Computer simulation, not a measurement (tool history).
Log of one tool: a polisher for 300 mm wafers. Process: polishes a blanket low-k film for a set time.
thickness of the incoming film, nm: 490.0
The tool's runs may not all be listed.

run	hour	flow of slurry (ml/min)	pressure of the wafer on the pad (psi)	speed of the pad under the wafer (cm/s)	abrasive content of the slurry	polishing time (s)	film removed (Å)
1	0	285	1.6	84	1	113	308.22
2	8.6	285	1.7	84	1	113	324.56
3	17.2	285	1.7	84	1.15	113	338.98
4	19.8	285	1.7	84	0.95	113	325.03
5	21.6	285	1.8	84	0.95	113	338.1
6	24	285	1.9	84	0.95	113	356.34

Run 7, settings as shown, results not yet in. Your forecast:
7	28.7	285	2	84	0.95	113	?

Run 7 gave film removed (Å) 376.54.
